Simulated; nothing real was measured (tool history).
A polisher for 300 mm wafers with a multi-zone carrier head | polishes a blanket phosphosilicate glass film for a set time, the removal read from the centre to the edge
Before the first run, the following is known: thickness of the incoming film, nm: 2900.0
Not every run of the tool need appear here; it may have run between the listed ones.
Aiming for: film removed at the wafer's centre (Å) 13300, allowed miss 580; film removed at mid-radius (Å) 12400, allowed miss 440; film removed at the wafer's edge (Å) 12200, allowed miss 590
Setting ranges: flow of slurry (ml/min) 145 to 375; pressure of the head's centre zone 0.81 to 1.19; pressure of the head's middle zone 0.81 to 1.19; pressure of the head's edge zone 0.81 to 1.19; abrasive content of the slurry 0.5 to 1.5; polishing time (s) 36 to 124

run	hour	flow of slurry (ml/min)	pressure of the head's centre zone	pressure of the head's middle zone	pressure of the head's edge zone	abrasive content of the slurry	polishing time (s)	film removed at the wafer's centre (Å)	film removed at mid-radius (Å)	film removed at the wafer's edge (Å)
1	0	240	1	1	1	1	79	10402	10156	9826.2
2	4	245	1.02	1.01	1.03	1.1	79	10996	10719	10215
3	9.6	245	1.02	1.01	1.03	1.2	79	11513	11215	10611
4	14.3	245	1.02	1.01	1.06	1.2	79	11675	11286	10882
5	20.2	245	1.02	1.01	1.12	1.2	79	11583	11376	11040
6	25.1	250	1.03	1.01	1.13	1.25	79	12124	11383	11228
7	26.5	250	1.03	1.01	1.14	1.3	79	12165	11469	11440
8	27.8	255	1.04	1.02	1.15	1.35	79	12626	12099	11929
9	30.8	260	1.05	1.02	1.15	1.35	79	12429	11867	11915

4 candidate next runs follow, results not yet known. Just one meets every target within its allowed miss. Identify it.
A	33.8	220	1.06	1.02	1.1	1.2	87	?	?	?
B	33.8	370	0.96	1.05	1.18	1.5	71	?	?	?
C	33.8	195	1.1	1.03	1.12	1.2	83	?	?	?
D	33.8	375	0.92	0.91	1.19	1.5	75	?	?	?

move	film removed at the wafer's centre (Å)	film removed at mid-radius (Å)	film removed at the wafer's edge (Å)
A	13346	12208	12107
B	11317	11673	11479
C	13041	11600	11526
D	11454	10945	12199
A: all results in spec
B: the biggest miss grows against the last run
C: meets the target for the result that was furthest off, but another lies outside its allowed miss
D: the biggest miss grows against the last run
Answer: A
